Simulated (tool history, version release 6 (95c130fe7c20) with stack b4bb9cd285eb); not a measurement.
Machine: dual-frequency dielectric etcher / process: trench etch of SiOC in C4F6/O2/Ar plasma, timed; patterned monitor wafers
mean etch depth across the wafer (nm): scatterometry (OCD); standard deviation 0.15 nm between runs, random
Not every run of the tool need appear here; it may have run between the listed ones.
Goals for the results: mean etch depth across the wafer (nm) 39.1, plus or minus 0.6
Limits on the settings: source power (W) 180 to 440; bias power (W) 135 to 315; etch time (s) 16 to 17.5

run,day,source power (W),bias power (W),etch time (s),mean etch depth across the wafer (nm)
1,0,310,225,17.5,35.019
2,0.358,330,227,17.5,35.971
3,0.458,340,228,17.5,36.107
4,0.696,340,205,17.5,35.467
5,0.833,360,207,17.5,35.952
6,1.188,360,207,17.5,36.116
# day 1.283: bias power generator calibrated
7,1.283,370,209,17.5,36.182
8,1.504,380,215,17.5,36.623
9,1.6,390,222,17.5,37.097
10,1.688,400,228,17.5,37.911
11,1.817,410,229,17.5,38.254

4 next moves are on the table. One of them brings every result within its allowed miss. Which?
A,1.946,440,204,17.5,?
B,1.946,410,247,17,?
C,1.946,390,227,17.5,?
D,1.946,420,249,17.5,?

move,mean etch depth across the wafer (nm)
A,38.031
B,37.695
C,37.468
D,39.174
A: further off than the last run
B: further off than the last run
C: further off than the last run
D: all results in spec
Correct choice: D, which meets every target

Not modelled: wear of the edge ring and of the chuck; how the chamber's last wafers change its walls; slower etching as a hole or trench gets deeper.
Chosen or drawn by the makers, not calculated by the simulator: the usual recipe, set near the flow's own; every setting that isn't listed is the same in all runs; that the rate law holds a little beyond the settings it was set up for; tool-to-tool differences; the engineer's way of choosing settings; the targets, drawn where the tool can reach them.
